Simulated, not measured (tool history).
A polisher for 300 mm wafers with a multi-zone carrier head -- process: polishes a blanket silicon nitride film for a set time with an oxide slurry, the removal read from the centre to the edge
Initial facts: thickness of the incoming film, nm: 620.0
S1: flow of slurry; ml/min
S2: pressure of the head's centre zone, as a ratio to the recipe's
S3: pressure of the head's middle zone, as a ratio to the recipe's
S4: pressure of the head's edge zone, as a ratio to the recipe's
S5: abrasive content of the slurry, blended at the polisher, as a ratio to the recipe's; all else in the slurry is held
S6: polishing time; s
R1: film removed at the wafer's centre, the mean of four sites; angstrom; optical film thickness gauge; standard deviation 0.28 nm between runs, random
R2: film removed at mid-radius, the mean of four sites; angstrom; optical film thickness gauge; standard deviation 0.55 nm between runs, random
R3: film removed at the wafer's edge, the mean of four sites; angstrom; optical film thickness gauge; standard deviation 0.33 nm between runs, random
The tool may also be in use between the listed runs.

| run | hour | S1 | S2 | S3 | S4 | S5 | S6 | R1 | R2 | R3 |
|---|---|---|---|---|---|---|---|---|---|---|
| 1 | 0 | 145 | 1 | 1 | 1 | 1 | 51 | 305.43 | 311.28 | 300.26 |
| 2 | 2.7 | 145 | 1 | 1 | 1 | 1 | 62 | 371.02 | 376.26 | 360.59 |
| 3 | 6.2 | 145 | 1.08 | 1 | 1 | 1 | 62 | 402.35 | 375.23 | 356.36 |
| 4 | 7.2 | 145 | 1.08 | 1 | 1 | 1 | 52 | 339.14 | 309.6 | 305.34 |
| 5 | 14.5 | 145 | 1.08 | 1 | 1.07 | 1 | 52 | 338.51 | 305.07 | 305.51 |
| 6 | 15.7 | 150 | 1.05 | 1.01 | 1.07 | 1.05 | 52 | 340.04 | 319.24 | 321.5 |
| 7 | 18.2 | 160 | 1.03 | 1.03 | 1.08 | 1.1 | 52 | 345.22 | 337.9 | 329.94 |
| 8 | 19.5 | 165 | 1.01 | 1.04 | 1.09 | 1.15 | 52 | 348.53 | 351.16 | 340.54 |

Forecast run 9:
| 9 | 24.8 | 170 | 0.99 | 1.05 | 1.1 | 1.2 | 52 | ? | ? | ? |

Run 9 produced R1 351.33 angstrom, R2 372.95 angstrom, R3 351.7 angstrom.

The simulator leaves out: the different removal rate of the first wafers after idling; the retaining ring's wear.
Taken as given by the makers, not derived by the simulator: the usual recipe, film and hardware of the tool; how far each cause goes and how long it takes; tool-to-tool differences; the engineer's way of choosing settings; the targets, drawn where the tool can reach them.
